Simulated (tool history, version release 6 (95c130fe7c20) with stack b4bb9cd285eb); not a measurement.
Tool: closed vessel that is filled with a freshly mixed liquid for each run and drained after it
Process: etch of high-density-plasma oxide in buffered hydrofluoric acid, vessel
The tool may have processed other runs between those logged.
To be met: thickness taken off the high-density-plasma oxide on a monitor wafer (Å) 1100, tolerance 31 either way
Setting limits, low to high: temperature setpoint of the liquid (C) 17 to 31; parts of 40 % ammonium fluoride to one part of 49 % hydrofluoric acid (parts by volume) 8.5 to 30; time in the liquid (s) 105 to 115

run  hour  temperature setpoint of the liquid (C)  parts of 40 % ammonium fluoride to one part of 49 % hydrofluoric acid (parts by volume)  time in the liquid (s)  thickness taken off the high-density-plasma oxide on a monitor wafer (Å)
  1     0                                      23                                                                                       23                     105                                                                    675.74
  2   6.9                                      23                                                                                     19.5                     105                                                                    764.97
  3  10.1                                      23                                                                                     19.5                     115                                                                    834.44
  4  12.7                                    19.5                                                                                     19.5                     115                                                                    688.46
  5    17                                      21                                                                                     19.5                     115                                                                    751.95
  6  17.5                                    18.5                                                                                     19.5                     115                                                                     644.6
  7  25.5                                      21                                                                                     19.5                     115                                                                    745.47
  8  32.4                                      25                                                                                       19                     115                                                                    954.97
  9  40.1                                      26                                                                                       19                     115                                                                    1013.4
 10  45.4                                    26.5                                                                                       19                     115                                                                    1033.3

Next run, 4 choices. One meets every target within its allowed miss, the rest don't. Which?
  A  50.7                                      25                                                                                     18.5                     110                                                                         ?
  B  50.7                                    28.5                                                                                       19                     110                                                                         ?
  C  50.7                                    22.5                                                                                       16                     115                                                                         ?
  D  50.7                                    26.5                                                                                     19.5                     105                                                                         ?

move  thickness taken off the high-density-plasma oxide on a monitor wafer (Å)
   A                                                                     936.5
   B                                                                    1101.2
   C                                                                    985.06
   D                                                                    920.52
A: misses by more than the last run did
B: all results land within tolerance of their targets
C: misses by more than the last run did
D: misses by more than the last run did
So the answer is move B, the one that meets all the targets.
